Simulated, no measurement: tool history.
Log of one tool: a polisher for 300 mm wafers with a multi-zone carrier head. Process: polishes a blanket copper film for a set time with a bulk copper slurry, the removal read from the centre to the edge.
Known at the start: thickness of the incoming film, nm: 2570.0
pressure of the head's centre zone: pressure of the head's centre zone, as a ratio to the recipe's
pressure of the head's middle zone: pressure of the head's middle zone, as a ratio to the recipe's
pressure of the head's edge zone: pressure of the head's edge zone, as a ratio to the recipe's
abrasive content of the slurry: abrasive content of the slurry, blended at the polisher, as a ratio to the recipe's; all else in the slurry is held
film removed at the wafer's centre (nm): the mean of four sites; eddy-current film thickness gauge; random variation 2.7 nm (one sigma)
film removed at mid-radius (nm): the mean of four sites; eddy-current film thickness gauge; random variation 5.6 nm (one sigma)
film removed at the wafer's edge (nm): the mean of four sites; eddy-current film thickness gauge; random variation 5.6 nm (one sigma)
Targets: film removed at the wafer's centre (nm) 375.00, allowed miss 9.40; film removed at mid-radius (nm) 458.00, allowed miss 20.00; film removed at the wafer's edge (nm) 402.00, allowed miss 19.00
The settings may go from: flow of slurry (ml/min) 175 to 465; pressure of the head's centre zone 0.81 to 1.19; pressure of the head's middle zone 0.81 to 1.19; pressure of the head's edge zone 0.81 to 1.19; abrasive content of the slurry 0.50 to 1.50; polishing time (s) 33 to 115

run,hour,flow of slurry (ml/min),pressure of the head's centre zone,pressure of the head's middle zone,pressure of the head's edge zone,abrasive content of the slurry,polishing time (s),film removed at the wafer's centre (nm),film removed at mid-radius (nm),film removed at the wafer's edge (nm)
1,0.0,295,1.00,1.00,1.00,1.00,73,408.90,439.36,434.80
2,1.0,260,1.00,1.00,1.00,1.00,73,412.17,428.00,430.14
3,9.1,260,1.00,1.00,1.00,0.85,73,390.82,407.98,410.36
4,17.8,270,0.99,1.03,0.99,0.85,73,387.37,429.87,404.50
5,18.7,275,0.98,1.04,0.99,0.85,73,386.42,410.47,408.21
6,26.3,275,0.98,1.04,0.99,0.75,73,369.98,411.57,397.72
7,33.1,290,0.98,1.07,0.99,0.75,73,372.27,430.25,408.14
8,36.5,295,0.98,1.08,0.98,0.75,73,375.03,427.37,397.56
# hour 40.4: centre zone pressure recalibrated
9,40.4,295,0.96,1.16,1.01,0.80,73,401.12,464.52,411.66
10,43.1,290,0.94,1.16,1.00,0.80,73,397.82,454.81,403.74

Which of these 5 next moves meets every target?
A,45.8,220,1.03,1.16,1.04,1.00,70,?,?,?
B,45.8,465,0.98,1.17,1.02,0.50,81,?,?,?
C,45.8,270,0.97,1.16,0.99,0.90,71,?,?,?
D,45.8,410,0.92,1.18,1.04,0.50,81,?,?,?
E,45.8,445,0.94,1.19,0.91,0.50,79,?,?,?

move,film removed at the wafer's centre (nm),film removed at mid-radius (nm),film removed at the wafer's edge (nm)
A,421.60,455.34,421.09
B,402.18,457.10,408.97
C,400.57,458.66,411.64
D,373.96,456.77,410.14
E,375.02,451.29,376.93
A: further off than the last run
B: further off than the last run
C: further off than the last run
D: meets every target
E: brings the result that was furthest off to its target, and leaves another outside
Answer: D
